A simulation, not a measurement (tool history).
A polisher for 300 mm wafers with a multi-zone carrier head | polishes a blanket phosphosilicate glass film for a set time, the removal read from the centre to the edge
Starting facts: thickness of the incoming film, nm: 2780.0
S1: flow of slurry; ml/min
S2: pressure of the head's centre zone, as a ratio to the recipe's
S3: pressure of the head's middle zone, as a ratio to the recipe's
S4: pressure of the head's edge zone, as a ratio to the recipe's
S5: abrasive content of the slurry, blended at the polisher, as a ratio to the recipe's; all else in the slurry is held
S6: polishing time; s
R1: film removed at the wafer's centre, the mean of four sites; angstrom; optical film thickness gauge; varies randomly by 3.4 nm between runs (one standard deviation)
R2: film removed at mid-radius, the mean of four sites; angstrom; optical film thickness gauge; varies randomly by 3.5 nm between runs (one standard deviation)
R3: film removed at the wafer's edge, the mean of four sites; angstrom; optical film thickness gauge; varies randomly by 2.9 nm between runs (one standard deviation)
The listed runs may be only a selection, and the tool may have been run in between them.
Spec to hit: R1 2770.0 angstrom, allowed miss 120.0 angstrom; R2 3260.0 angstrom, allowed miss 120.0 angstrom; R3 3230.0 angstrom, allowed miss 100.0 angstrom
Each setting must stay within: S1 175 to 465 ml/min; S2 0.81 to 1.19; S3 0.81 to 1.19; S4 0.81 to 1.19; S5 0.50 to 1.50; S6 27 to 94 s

run,hour,S1,S2,S3,S4,S5,S6,R1,R2,R3
1,0.0,295,1.00,1.00,1.00,1.00,60,4228.7,4218.6,4083.8
2,8.1,295,1.00,0.97,1.00,1.00,60,4261.5,4084.8,4107.9
3,13.1,340,1.00,0.97,1.00,1.00,60,4395.0,4092.3,4118.0
4,21.9,330,0.97,0.97,0.99,0.95,60,4113.3,3997.5,4044.3
5,27.0,330,0.97,0.97,0.99,1.15,60,4503.9,4368.3,4420.5
6,31.4,330,0.97,0.92,0.99,1.15,60,4465.5,4272.9,4416.2
7,37.1,320,0.95,0.92,0.98,1.10,60,4313.4,4062.4,4278.0
8,43.7,320,0.95,0.92,0.98,1.10,60,4228.0,4049.2,4225.4
9,50.0,305,0.93,0.93,0.97,1.05,60,3950.9,4040.4,4164.1
10,57.1,300,0.92,0.93,0.96,1.00,60,3963.8,3917.6,3996.3
11,61.9,350,0.82,1.03,1.06,0.75,50,2576.7,3105.7,3067.0
12,63.4,350,0.83,1.03,1.07,0.75,50,2640.9,3071.0,3075.4

5 candidate next runs follow, results not yet known. Just one meets every target within its allowed miss. Identify it.
A,64.9,370,0.91,1.00,1.19,0.65,51,?,?,?
B,64.9,360,0.84,1.00,1.10,0.90,45,?,?,?
C,64.9,420,0.81,1.12,1.07,1.00,41,?,?,?
D,64.9,285,0.87,1.06,1.13,0.60,59,?,?,?
E,64.9,325,0.87,0.88,1.17,0.75,50,?,?,?

move,R1,R2,R3
A,2668.5,2904.5,3048.6
B,2585.1,3052.5,3083.1
C,2421.8,3244.9,2938.9
D,2738.8,3276.1,3213.8
E,2677.0,2762.8,3192.4
A: misses by more than the last run did
B: misses by more than the last run did
C: meets the target for the result that was furthest off, but another lies outside its allowed miss
D: all results land within tolerance of their targets
E: misses by more than the last run did
D is the move that brings every result within its allowed miss.
